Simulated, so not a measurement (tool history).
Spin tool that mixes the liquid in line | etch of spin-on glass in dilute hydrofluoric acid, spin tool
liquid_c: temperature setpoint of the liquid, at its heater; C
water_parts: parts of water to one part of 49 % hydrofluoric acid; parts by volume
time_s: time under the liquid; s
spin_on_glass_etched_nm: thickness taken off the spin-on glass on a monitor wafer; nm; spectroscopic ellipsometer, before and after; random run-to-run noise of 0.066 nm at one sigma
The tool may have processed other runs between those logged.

Run 1, hour 0: liquid_c 21 C, water_parts 150 parts by volume, time_s 100 s. Result: spin_on_glass_etched_nm 16.331 nm.
Run 2, hour 2.3: liquid_c 21.5 C, water_parts 150 parts by volume, time_s 100 s. Result: spin_on_glass_etched_nm 16.676 nm.
Run 3, hour 7.9: liquid_c 21.5 C, water_parts 150 parts by volume, time_s 105 s. Result: spin_on_glass_etched_nm 17.37 nm.
Run 4, hour 15.2: liquid_c 22 C, water_parts 150 parts by volume, time_s 105 s. Result: spin_on_glass_etched_nm 17.774 nm.
Run 5, hour 16.4: liquid_c 22 C, water_parts 100 parts by volume, time_s 105 s. Result: spin_on_glass_etched_nm 28.227 nm.
Run 6, hour 22.2: liquid_c 21 C, water_parts 105 parts by volume, time_s 105 s. Result: spin_on_glass_etched_nm 25.792 nm.
Run 7, hour 27.6: liquid_c 20.5 C, water_parts 110 parts by volume, time_s 105 s. Result: spin_on_glass_etched_nm 23.968 nm.
Run 8, hour 31.1: liquid_c 20 C, water_parts 110 parts by volume, time_s 105 s. Result: spin_on_glass_etched_nm 23.367 nm.
Run 9, hour 35.7: liquid_c 19.5 C, water_parts 110 parts by volume, time_s 105 s. Result: spin_on_glass_etched_nm 22.968 nm.
Run 10, hour 43.3: liquid_c 19.5 C, water_parts 110 parts by volume, time_s 105 s. Result: spin_on_glass_etched_nm 22.928 nm.
Run 11, hour 46.4: liquid_c 19 C, water_parts 110 parts by volume, time_s 105 s. Result: spin_on_glass_etched_nm 22.373 nm.
Run 12, hour 47.4: liquid_c 18.5 C, water_parts 110 parts by volume, time_s 105 s. Result: spin_on_glass_etched_nm 21.9 nm.
Run 13, hour 56.2: liquid_c 18 C, water_parts 110 parts by volume, time_s 105 s. Result: spin_on_glass_etched_nm 21.51 nm.
Run 14, hour 63.3: liquid_c 17 C, water_parts 125 parts by volume, time_s 105 s. Result: spin_on_glass_etched_nm 17.857 nm.

The next listed run, before its measurement:
Run 15, hour 68.6: liquid_c 17.5 C, water_parts 125 parts by volume, time_s 105 s. Result: spin_on_glass_etched_nm ?.

Logged for run 15: spin_on_glass_etched_nm 18.35 nm.
